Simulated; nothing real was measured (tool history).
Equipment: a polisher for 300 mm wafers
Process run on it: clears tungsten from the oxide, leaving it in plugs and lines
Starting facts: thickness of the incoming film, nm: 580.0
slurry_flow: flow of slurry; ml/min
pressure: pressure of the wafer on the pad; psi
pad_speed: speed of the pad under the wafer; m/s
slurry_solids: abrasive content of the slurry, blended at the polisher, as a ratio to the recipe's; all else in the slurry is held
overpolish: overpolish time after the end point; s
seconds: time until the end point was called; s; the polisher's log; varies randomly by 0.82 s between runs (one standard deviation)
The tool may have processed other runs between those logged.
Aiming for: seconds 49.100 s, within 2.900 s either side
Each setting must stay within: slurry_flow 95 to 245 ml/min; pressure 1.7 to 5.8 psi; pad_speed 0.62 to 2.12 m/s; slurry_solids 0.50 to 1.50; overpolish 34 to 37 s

run,hour,slurry_flow,pressure,pad_speed,slurry_solids,overpolish,seconds
1,0.0,155,3.7,1.36,1.00,34,94.737
2,8.7,155,3.7,1.36,1.00,34,95.673
3,17.2,155,3.7,1.36,1.00,37,95.145
4,20.1,155,3.7,1.36,1.00,34,95.430
5,24.2,155,3.7,1.58,1.00,34,87.880
6,29.9,155,3.7,1.36,1.00,34,97.160
7,35.0,155,4.3,1.42,1.00,34,80.198
8,37.0,160,5.3,1.62,1.00,34,57.273
9,38.3,160,5.5,1.64,1.00,34,54.476
10,41.3,160,5.6,1.66,1.00,34,53.702
11,42.9,160,5.7,1.68,1.00,34,51.654

Exercise: of the 5 proposed moves below, exactly one satisfies all targets within the stated allowed misses. Which move is it?
A,44.5,195,4.7,1.70,1.20,37,?
B,44.5,175,5.8,1.58,0.75,35,?
C,44.5,180,5.6,1.54,1.05,34,?
D,44.5,160,5.8,1.76,0.95,36,?
E,44.5,155,5.5,1.64,0.95,37,?

move,seconds
A,58.976
B,57.393
C,56.211
D,50.234
E,56.435
A: further off than the last run
B: further off than the last run
C: further off than the last run
D: hits every target within its allowed miss
E: further off than the last run
The move that meets every target is D.

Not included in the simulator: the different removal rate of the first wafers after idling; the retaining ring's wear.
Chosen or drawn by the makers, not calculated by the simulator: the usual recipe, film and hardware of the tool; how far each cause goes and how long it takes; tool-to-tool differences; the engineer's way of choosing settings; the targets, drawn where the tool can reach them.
